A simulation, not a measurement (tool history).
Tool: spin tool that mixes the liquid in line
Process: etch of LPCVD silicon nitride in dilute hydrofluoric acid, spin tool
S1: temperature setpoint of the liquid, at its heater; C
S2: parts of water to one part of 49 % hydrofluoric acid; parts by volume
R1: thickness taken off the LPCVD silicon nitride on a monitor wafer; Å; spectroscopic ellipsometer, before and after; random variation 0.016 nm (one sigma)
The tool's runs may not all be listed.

Run 1, day 0.000: S1 24.0 C, S2 50 parts by volume, time under the liquid (s) 50. Result: R1 5.0483 Å.
Run 2, day 0.088: S1 24.0 C, S2 50 parts by volume, time under the liquid (s) 50. Result: R1 5.0129 Å.
Run 3, day 0.175: S1 25.0 C, S2 50 parts by volume, time under the liquid (s) 50. Result: R1 5.3407 Å.
Run 4, day 0.388: S1 25.0 C, S2 50 parts by volume, time under the liquid (s) 30. Result: R1 3.2050 Å.
Run 5, day 0.508: S1 24.0 C, S2 45 parts by volume, time under the liquid (s) 30. Result: R1 3.2878 Å.
Run 6, day 0.533: S1 21.5 C, S2 45 parts by volume, time under the liquid (s) 30. Result: R1 2.7786 Å.
Run 7, day 0.588: S1 23.0 C, S2 45 parts by volume, time under the liquid (s) 35. Result: R1 3.5247 Å.
Run 8, day 0.904: S1 24.5 C, S2 40 parts by volume, time under the liquid (s) 35. Result: R1 4.4239 Å.
Run 9, day 0.946: S1 25.5 C, S2 40 parts by volume, time under the liquid (s) 35. Result: R1 4.7300 Å.
Run 10, day 1.008: S1 29.5 C, S2 20 parts by volume, time under the liquid (s) 40. Result: R1 13.5970 Å.
Run 11, day 1.142: S1 29.0 C, S2 20 parts by volume, time under the liquid (s) 40. Result: R1 13.5250 Å.
Run 12, day 1.238: S1 28.5 C, S2 20 parts by volume, time under the liquid (s) 40. Result: R1 12.9200 Å.
Run 13, day 1.404: S1 28.0 C, S2 20 parts by volume, time under the liquid (s) 40. Result: R1 12.1700 Å.

The next listed run, before its measurement:
Run 14, day 1.438: S1 27.5 C, S2 20 parts by volume, time under the liquid (s) 40. Result: R1 ?.

{"run 14": {"R1": 12.165}}
